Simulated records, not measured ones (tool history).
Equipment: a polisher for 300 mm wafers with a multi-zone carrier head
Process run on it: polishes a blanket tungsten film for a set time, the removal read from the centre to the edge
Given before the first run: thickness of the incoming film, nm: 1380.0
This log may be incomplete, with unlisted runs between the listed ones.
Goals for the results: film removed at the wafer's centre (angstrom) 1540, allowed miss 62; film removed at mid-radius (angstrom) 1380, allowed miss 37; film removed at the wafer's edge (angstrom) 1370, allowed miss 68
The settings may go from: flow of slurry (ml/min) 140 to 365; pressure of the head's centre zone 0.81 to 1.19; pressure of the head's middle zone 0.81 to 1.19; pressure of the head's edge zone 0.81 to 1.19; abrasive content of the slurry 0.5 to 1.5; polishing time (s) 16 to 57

run	hour	flow of slurry (ml/min)	pressure of the head's centre zone	pressure of the head's middle zone	pressure of the head's edge zone	abrasive content of the slurry	polishing time (s)	film removed at the wafer's centre (angstrom)	film removed at mid-radius (angstrom)	film removed at the wafer's edge (angstrom)
1	0	235	1	1	1	1	36	1690.1	1727.4	1685.5
2	8.9	235	1	1	1	1	43	2032.3	2068.7	1988.5
3	12.1	235	1	0.98	0.97	0.9	42	1956	1943.7	1855.2
4	18.1	230	0.99	0.96	0.95	0.85	41	1866.2	1863.6	1836.9
5	21.2	190	0.99	0.96	0.95	0.85	41	1813.3	1817.7	1830.6
6	26.7	240	0.99	0.96	0.95	0.85	41	1824.8	1882.7	1855.8
7	34.9	235	1.01	0.96	0.94	0.8	40	1801.6	1805.1	1697.3
8	43.3	235	1.02	0.94	0.94	0.75	39	1784.7	1689.6	1644.5
9	51.8	235	1.02	0.93	0.93	0.7	38	1700.3	1635.6	1646.1
10	59	235	1.03	0.93	0.92	0.65	37	1675.7	1567.7	1586.6
11	64.1	240	1.04	0.93	0.91	0.65	36	1641.6	1519.6	1546.4
12	65.8	245	1.05	0.93	0.9	0.65	35	1598.7	1485.8	1439.7

Consider the 5 candidate settings below. Which is the only one whose results all fall within their allowed miss of target?
A	67.5	260	0.99	0.96	0.94	0.7	33	?	?	?
B	67.5	265	1.11	1.08	0.91	0.65	33	?	?	?
C	67.5	245	1.02	1.11	0.88	0.95	32	?	?	?
D	67.5	275	1.01	1.17	0.81	0.65	33	?	?	?
E	67.5	345	1.05	0.9	0.87	0.85	31	?	?	?

move	film removed at the wafer's centre (angstrom)	film removed at mid-radius (angstrom)	film removed at the wafer's edge (angstrom)
A	1459.5	1464.4	1460.6
B	1613.2	1594.8	1424.2
C	1513.9	1658.7	1428.2
D	1483.2	1709.4	1353.9
E	1531.9	1379.4	1389.4
A: an improvement on the last run, though not all results are within tolerance
B: its largest miss is bigger than the last run's
C: its largest miss is bigger than the last run's
D: its largest miss is bigger than the last run's
E: all results in spec
Answer: E
